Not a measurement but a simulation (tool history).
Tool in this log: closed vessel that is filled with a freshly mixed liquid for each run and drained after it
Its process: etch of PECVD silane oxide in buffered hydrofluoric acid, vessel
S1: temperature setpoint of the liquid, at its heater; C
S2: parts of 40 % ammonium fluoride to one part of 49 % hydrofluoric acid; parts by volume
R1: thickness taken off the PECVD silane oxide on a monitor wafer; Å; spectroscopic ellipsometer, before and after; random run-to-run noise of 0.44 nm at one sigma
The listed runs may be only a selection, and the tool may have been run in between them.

Run 1, hour 0.0: S1 22.0 C, S2 8.5 parts by volume, time in the liquid (s) 100. Result: R1 2005.6 Å.
Run 2, hour 4.8: S1 20.5 C, S2 9.0 parts by volume, time in the liquid (s) 100. Result: R1 1735.8 Å.
Run 3, hour 13.3: S1 20.5 C, S2 9.0 parts by volume, time in the liquid (s) 100. Result: R1 1739.4 Å.
Run 4, hour 20.0: S1 22.0 C, S2 9.0 parts by volume, time in the liquid (s) 100. Result: R1 1896.8 Å.
Run 5, hour 27.7: S1 22.0 C, S2 9.0 parts by volume, time in the liquid (s) 100. Result: R1 1886.9 Å.
Run 6, hour 31.8: S1 20.5 C, S2 9.0 parts by volume, time in the liquid (s) 100. Result: R1 1739.6 Å.

The next listed run, before its measurement:
Run 7, hour 37.3: S1 19.5 C, S2 9.0 parts by volume, time in the liquid (s) 100. Result: R1 ?.

Run 7 came out at R1 1645.0 Å.
